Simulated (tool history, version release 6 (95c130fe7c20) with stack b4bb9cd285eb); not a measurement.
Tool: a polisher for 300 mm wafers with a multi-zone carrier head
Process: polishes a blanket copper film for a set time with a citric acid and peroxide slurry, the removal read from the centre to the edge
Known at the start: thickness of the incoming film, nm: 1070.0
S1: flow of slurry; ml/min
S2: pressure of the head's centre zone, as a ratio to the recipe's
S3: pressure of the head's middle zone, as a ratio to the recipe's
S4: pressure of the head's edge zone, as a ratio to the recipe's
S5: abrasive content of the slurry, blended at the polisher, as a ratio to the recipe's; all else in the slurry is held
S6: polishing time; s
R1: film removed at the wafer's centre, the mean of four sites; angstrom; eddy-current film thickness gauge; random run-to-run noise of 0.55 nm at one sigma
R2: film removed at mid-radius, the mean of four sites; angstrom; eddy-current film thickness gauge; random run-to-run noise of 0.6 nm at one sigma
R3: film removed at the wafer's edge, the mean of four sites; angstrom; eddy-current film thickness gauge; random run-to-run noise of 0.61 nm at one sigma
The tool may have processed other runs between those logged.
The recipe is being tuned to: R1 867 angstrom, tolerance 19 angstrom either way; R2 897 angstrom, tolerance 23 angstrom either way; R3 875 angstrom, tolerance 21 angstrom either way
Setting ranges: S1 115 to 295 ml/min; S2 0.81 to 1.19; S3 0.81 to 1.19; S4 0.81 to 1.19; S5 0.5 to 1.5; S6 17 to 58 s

run 1 day=0 | S1=190 S2=1 S3=1 S4=1 S5=1 S6=37 | R1=641.66 R2=659.69 R3=640.67
run 2 day=0.267 | S1=195 S2=1.01 S3=1.01 S4=1.02 S5=1.05 S6=37 | R1=667.12 R2=662.59 R3=654.19
run 3 day=0.367 | S1=195 S2=1.01 S3=0.96 S4=1.02 S5=1.05 S6=37 | R1=656.66 R2=640.19 R3=651.96
run 4 day=0.533 | S1=200 S2=1.01 S3=0.98 S4=1.04 S5=1.1 S6=38 | R1=694.23 R2=679.43 R3=695.58
run 5 day=0.896 | S1=200 S2=1.09 S3=0.98 S4=1.04 S5=1.1 S6=38 | R1=734.44 R2=675.98 R3=691.93
run 6 day=1.258 | S1=200 S2=1.09 S3=0.98 S4=1.04 S5=1.1 S6=33 | R1=635.51 R2=587.71 R3=596.93
run 7 day=1.542 | S1=205 S2=1.08 S3=1 S4=1.06 S5=1.15 S6=34 | R1=669.71 R2=625.07 R3=624.49
run 8 day=1.654 | S1=205 S2=1.06 S3=1.01 S4=1.07 S5=1.2 S6=35 | R1=683.38 R2=653.45 R3=665.02
run 9 day=1.95 | S1=210 S2=1.06 S3=1.03 S4=1.08 S5=1.25 S6=35 | R1=692.21 R2=665.2 R3=664.96
run 10 day=2.012 | S1=210 S2=1.05 S3=1.04 S4=1.09 S5=1.3 S6=36 | R1=714.56 R2=703.48 R3=701.36
run 11 day=2.383 | S1=215 S2=1.05 S3=1.05 S4=1.1 S5=1.35 S6=37 | R1=739.64 R2=740.9 R3=734.59
run 12 day=2.479 | S1=220 S2=1.05 S3=1.06 S4=1.11 S5=1.35 S6=37 | R1=738.97 R2=747.96 R3=727.58
run 13 day=2.671 | S1=215 S2=1.05 S3=1.06 S4=1.12 S5=1.35 S6=38 | R1=748.94 R2=777.51 R3=755.79

Next run, 4 choices. One meets every target within its allowed miss, the rest don't. Which?
run A day=2.862 | S1=250 S2=1.03 S3=1.07 S4=1.15 S5=1.5 S6=42 | R1=? R2=? R3=?
run B day=2.862 | S1=225 S2=1 S3=1.02 S4=1.17 S5=1.35 S6=43 | R1=? R2=? R3=?
run C day=2.862 | S1=225 S2=1.07 S3=1.16 S4=1.13 S5=1.25 S6=42 | R1=? R2=? R3=?
run D day=2.862 | S1=215 S2=1.03 S3=1.15 S4=1.15 S5=1.45 S6=43 | R1=? R2=? R3=?

move=A R1=865.29 R2=886.77 R3=878.14
move=B R1=829.35 R2=838.82 R3=875.44
move=C R1=844.27 R2=897.89 R3=824.91
move=D R1=859.88 R2=939.05 R3=877.57
A: every result within its allowed miss
B: better than the last run, though not everything is in spec
C: better than the last run, though not everything is in spec
D: puts the biggest miss on target and leaves a different result outside tolerance
Correct choice: A, which meets every target
